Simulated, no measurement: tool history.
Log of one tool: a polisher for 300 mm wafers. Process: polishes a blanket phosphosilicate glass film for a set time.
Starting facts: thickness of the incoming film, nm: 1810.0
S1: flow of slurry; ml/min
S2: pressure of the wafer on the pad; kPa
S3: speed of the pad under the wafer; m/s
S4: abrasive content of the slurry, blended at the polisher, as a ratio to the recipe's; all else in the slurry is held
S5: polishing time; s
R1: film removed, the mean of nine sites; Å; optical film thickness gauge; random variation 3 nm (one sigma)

run,hour,S1,S2,S3,S4,S5,R1
1,0.0,295,16.5,0.82,1.00,88,4123.6
2,3.3,295,19.3,0.82,1.00,88,4755.2
3,7.0,295,19.3,0.82,0.95,88,4533.5
4,14.6,295,17.2,0.82,0.95,88,4124.8
5,20.9,235,17.2,0.82,0.95,88,3974.6
6,27.6,230,16.5,0.82,0.95,88,3843.9
7,28.2,225,15.9,0.82,0.95,88,3719.6
8,30.2,225,15.2,0.82,0.95,88,3581.6

What will run 9 give?
9,38.0,225,14.5,0.82,0.95,88,?

{"run 9": {"R1": 3368.8}}

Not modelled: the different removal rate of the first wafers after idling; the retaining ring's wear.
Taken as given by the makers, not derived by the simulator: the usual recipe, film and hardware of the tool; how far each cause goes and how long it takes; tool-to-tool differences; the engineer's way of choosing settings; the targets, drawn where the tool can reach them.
